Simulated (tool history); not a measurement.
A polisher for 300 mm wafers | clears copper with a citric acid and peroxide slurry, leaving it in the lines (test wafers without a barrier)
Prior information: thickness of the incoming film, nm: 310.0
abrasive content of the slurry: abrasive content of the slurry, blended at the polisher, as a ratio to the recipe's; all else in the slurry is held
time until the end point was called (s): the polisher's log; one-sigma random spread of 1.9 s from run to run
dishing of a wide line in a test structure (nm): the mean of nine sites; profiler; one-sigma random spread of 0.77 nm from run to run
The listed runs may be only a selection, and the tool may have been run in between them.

| run | hour | flow of slurry (ml/min) | pressure of the wafer on the pad (psi) | speed of the pad under the wafer (cm/s) | abrasive content of the slurry | overpolish time after the end point (s) | time until the end point was called (s) | dishing of a wide line in a test structure (nm) |
|---|---|---|---|---|---|---|---|---|
| 1 | 0.0 | 280 | 3.9 | 106 | 1.00 | 25 | 101.98 | 60.421 |
| 2 | 3.7 | 280 | 3.9 | 106 | 0.85 | 25 | 106.52 | 59.371 |
| 3 | 8.8 | 275 | 3.4 | 102 | 0.85 | 27 | 125.26 | 53.756 |
| 4 | 12.2 | 340 | 3.4 | 102 | 0.85 | 27 | 122.89 | 54.260 |
| 5 | 17.8 | 340 | 3.0 | 98 | 0.85 | 29 | 146.70 | 51.513 |
| 6 | 25.3 | 340 | 3.0 | 98 | 0.85 | 38 | 143.86 | 62.315 |
| 7 | 27.5 | 340 | 2.7 | 96 | 0.85 | 37 | 163.30 | 54.412 |

Run 8 is up next; what results do you expect?
| 8 | 32.6 | 340 | 2.5 | 96 | 0.85 | 36 | ? | ? |

Run 8 yielded time until the end point was called (s) 174.19, dishing of a wide line in a test structure (nm) 53.507.
